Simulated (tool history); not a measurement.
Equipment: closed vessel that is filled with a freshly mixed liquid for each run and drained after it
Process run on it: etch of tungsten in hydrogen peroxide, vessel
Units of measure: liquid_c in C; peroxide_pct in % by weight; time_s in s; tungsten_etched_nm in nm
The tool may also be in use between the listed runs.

run 1 hour=0 | liquid_c=57 peroxide_pct=24.5 time_s=95 | tungsten_etched_nm=411.12
run 2 hour=5.2 | liquid_c=58.5 peroxide_pct=24.5 time_s=95 | tungsten_etched_nm=443.2
run 3 hour=10.4 | liquid_c=53.5 peroxide_pct=24.5 time_s=95 | tungsten_etched_nm=334.05
run 4 hour=16.9 | liquid_c=56 peroxide_pct=24.5 time_s=95 | tungsten_etched_nm=387.01
run 5 hour=21.9 | liquid_c=50.5 peroxide_pct=24.5 time_s=95 | tungsten_etched_nm=274.1
run 6 hour=23.2 | liquid_c=50.5 peroxide_pct=19.5 time_s=95 | tungsten_etched_nm=243.61
run 7 hour=31.9 | liquid_c=58.5 peroxide_pct=20 time_s=95 | tungsten_etched_nm=399.09

What will run 8 give?
run 8 hour=35.2 | liquid_c=66 peroxide_pct=20 time_s=95 | tungsten_etched_nm=?

tungsten_etched_nm: 611.77 nm
